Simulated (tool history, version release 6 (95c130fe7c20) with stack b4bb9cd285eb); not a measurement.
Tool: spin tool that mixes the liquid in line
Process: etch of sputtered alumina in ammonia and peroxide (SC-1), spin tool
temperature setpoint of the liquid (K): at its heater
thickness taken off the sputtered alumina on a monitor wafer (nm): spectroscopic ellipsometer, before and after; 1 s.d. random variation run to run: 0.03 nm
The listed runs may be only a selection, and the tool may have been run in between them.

| run | hour | temperature setpoint of the liquid (K) | parts of 29 % ammonia solution to one part of 30 % peroxide (parts by volume) | time under the liquid (s) | thickness taken off the sputtered alumina on a monitor wafer (nm) |
|---|---|---|---|---|---|
| 1 | 0 | 329.15 | 0.75 | 100 | 7.0025 |
| 2 | 2.1 | 327.65 | 0.75 | 100 | 6.4684 |
| 3 | 9.8 | 326.15 | 0.75 | 100 | 5.9391 |
| 4 | 15.8 | 325.15 | 0.75 | 100 | 5.6255 |
| 5 | 21.3 | 325.15 | 0.55 | 100 | 5.4943 |
| 6 | 28.6 | 325.15 | 0.8 | 100 | 5.6907 |

Run 7, settings as shown, results not yet in. Your forecast:
| 7 | 35.4 | 324.15 | 0.8 | 100 | ? |

Logged for run 7: thickness taken off the sputtered alumina on a monitor wafer (nm) 5.3259.

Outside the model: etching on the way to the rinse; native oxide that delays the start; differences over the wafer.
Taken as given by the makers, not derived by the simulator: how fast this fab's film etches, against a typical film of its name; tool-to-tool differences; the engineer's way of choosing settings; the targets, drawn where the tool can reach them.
